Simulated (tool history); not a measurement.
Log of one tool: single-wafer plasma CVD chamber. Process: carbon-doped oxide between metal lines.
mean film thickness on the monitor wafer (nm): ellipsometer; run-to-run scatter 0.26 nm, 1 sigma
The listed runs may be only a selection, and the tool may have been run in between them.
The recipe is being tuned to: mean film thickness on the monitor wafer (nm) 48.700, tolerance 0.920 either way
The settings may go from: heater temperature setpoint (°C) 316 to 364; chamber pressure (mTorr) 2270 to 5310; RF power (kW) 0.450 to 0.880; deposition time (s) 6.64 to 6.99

run    day  heater temperature setpoint (°C)  chamber pressure (mTorr)  RF power (kW)  deposition time (s)  mean film thickness on the monitor wafer (nm)
  1  0.000                               340                      3790          0.665                 6.99                                         43.175
  2  0.258                               336                      4040          0.685                 6.99                                         44.789
  3  0.404                               333                      4210          0.700                 6.99                                         46.202
  4  0.600                               330                      4330          0.705                 6.99                                         46.999
  5  0.792                               330                      4330          0.705                 6.64                                         44.580
  6  0.858                               330                      4330          0.655                 6.64                                         43.126
  7  1.212                               328                      4490          0.685                 6.67                                         44.421
  8  1.579                               326                      4530          0.710                 6.69                                         46.039
  9  1.658                               325                      4600          0.725                 6.70                                         46.753
 10  1.979                               324                      4650          0.735                 6.71                                         47.272

5 next moves are on the table. One of them brings every result within its allowed miss. Which?
  A  2.300                               333                      4550          0.705                 6.80                                              ?
  B  2.300                               316                      5300          0.600                 6.71                                              ?
  C  2.300                               325                      4490          0.720                 6.64                                              ?
  D  2.300                               318                      3930          0.795                 6.70                                              ?
  E  2.300                               326                      4940          0.680                 6.64                                              ?

move  mean film thickness on the monitor wafer (nm)
   A                                         45.378
   B                                         44.564
   C                                         45.871
   D                                         48.898
   E                                         45.062
A: its largest miss is bigger than the last run's
B: its largest miss is bigger than the last run's
C: its largest miss is bigger than the last run's
D: every result within its allowed miss
E: its largest miss is bigger than the last run's
Go with D: it meets all targets.
